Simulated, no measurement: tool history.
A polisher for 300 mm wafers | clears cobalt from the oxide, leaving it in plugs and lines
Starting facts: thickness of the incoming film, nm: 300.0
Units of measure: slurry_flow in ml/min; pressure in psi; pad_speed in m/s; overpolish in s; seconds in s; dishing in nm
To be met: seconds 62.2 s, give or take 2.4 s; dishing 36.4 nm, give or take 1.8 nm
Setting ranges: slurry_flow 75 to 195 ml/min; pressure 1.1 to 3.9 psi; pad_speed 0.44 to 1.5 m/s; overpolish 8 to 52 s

| run | hour | slurry_flow | pressure | pad_speed | overpolish | seconds | dishing |
|---|---|---|---|---|---|---|---|
| 1 | 0 | 125 | 2.5 | 0.96 | 26 | 52.352 | 35.397 |
| 2 | 2 | 140 | 2.5 | 0.96 | 26 | 51.252 | 36.564 |
| 3 | 3.1 | 140 | 2.4 | 0.96 | 27 | 53.264 | 36.438 |
| 4 | 5.6 | 140 | 2.4 | 0.96 | 19 | 53.183 | 34.183 |
| 5 | 7.3 | 135 | 2.3 | 0.96 | 22 | 56.242 | 34.694 |
| 6 | 12.3 | 135 | 2.3 | 0.96 | 16 | 54.735 | 32.677 |
| 7 | 19 | 135 | 2.2 | 0.96 | 20 | 58.213 | 34.753 |
| 8 | 26.7 | 135 | 2.2 | 0.96 | 21 | 58.27 | 35.04 |

Pick the move, out of 4, that brings all results within their allowed miss; only one does.
| A | 34.4 | 140 | 2 | 0.96 | 28 | ? | ? |
| B | 34.4 | 145 | 2.3 | 0.76 | 34 | ? | ? |
| C | 34.4 | 135 | 2.2 | 0.9 | 17 | ? | ? |
| D | 34.4 | 135 | 3 | 0.8 | 18 | ? | ? |

| move | seconds | dishing |
|---|---|---|
| A | 64.282 | 35.345 |
| B | 69.916 | 35.813 |
| C | 62.884 | 32.026 |
| D | 52.145 | 33.963 |
A: all results in spec
B: the result that was furthest off in the last run now lies on the other side of its target
C: puts the biggest miss on target and leaves a different result outside tolerance
D: misses by more than the last run did
A meets every target.
